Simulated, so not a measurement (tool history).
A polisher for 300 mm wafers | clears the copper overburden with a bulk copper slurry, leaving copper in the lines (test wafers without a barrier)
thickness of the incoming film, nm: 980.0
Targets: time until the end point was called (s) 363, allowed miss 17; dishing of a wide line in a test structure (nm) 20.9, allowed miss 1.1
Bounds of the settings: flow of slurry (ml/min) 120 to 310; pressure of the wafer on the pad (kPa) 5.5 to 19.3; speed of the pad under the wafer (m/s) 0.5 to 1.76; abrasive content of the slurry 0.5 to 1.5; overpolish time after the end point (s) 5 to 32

run	day	flow of slurry (ml/min)	pressure of the wafer on the pad (kPa)	speed of the pad under the wafer (m/s)	abrasive content of the slurry	overpolish time after the end point (s)	time until the end point was called (s)	dishing of a wide line in a test structure (nm)
1	0	200	12.4	1.12	1	16	167.54	49.694
2	0.362	200	12.4	1.26	1	16	153.07	53.103
3	0.662	200	12.4	1.26	1	21	154.54	61.513
4	0.762	200	12.4	1.26	1	16	154.66	52.161
5	0.95	200	11.7	1.22	1	15	166.27	47.118
6	1.108	200	11	1.18	1	15	182.34	44.799
7	1.458	200	10.3	1.14	1	14	194.48	38.986
8	1.654	190	6.9	0.82	0.95	14	375.49	23.081

5 next moves are on the table. One of them brings every result within its allowed miss. Which?
A	1.85	170	6.9	0.86	0.9	17	?	?
B	1.85	185	8.3	0.72	0.9	15	?	?
C	1.85	210	5.5	1	0.6	17	?	?
D	1.85	215	6.9	0.84	0.9	12	?	?
E	1.85	175	6.2	0.86	0.7	18	?	?

move	time until the end point was called (s)	dishing of a wide line in a test structure (nm)
A	358.87	27.855
B	359.88	25.382
C	382.74	26.012
D	355.82	20.964
E	401.71	26.422
A: further off than the last run
B: further off than the last run
C: further off than the last run
D: meets every target
E: further off than the last run
The right move is D.
